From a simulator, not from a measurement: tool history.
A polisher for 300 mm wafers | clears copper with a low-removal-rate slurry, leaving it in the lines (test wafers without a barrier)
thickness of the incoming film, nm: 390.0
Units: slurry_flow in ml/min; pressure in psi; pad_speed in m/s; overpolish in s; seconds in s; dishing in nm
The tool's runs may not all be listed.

run,hour,slurry_flow,pressure,pad_speed,slurry_solids,overpolish,seconds,dishing
1,0,185,4.1,1.2,1,21,76.576,56.28
2,2.5,155,4.1,1.2,1,21,78.517,56.19
3,5.1,180,3.7,1.14,1,18,86.475,49.172
4,13.2,180,3.7,1.14,1.1,18,85.964,49.596
5,18.2,180,3.7,1.14,1.15,18,84.542,49.244
6,19.4,200,3.4,1.04,1.2,16,94.774,41.307
7,28.3,250,2.3,0.7,1.45,6,160.84,11.611
8,33.3,250,2.5,0.7,1.45,6,154.56,12.09
9,36.5,250,2.7,0.7,1.45,6,146.76,12.504
10,45.2,245,2.8,0.7,1.45,6,144.15,12.975
11,46.2,245,2.9,0.7,1.45,6,140.92,13.252

Forecast run 12:
12,53.7,245,3,0.7,1.45,6,?,?

{"run 12": {"seconds": 136.08, "dishing": 13.596}}
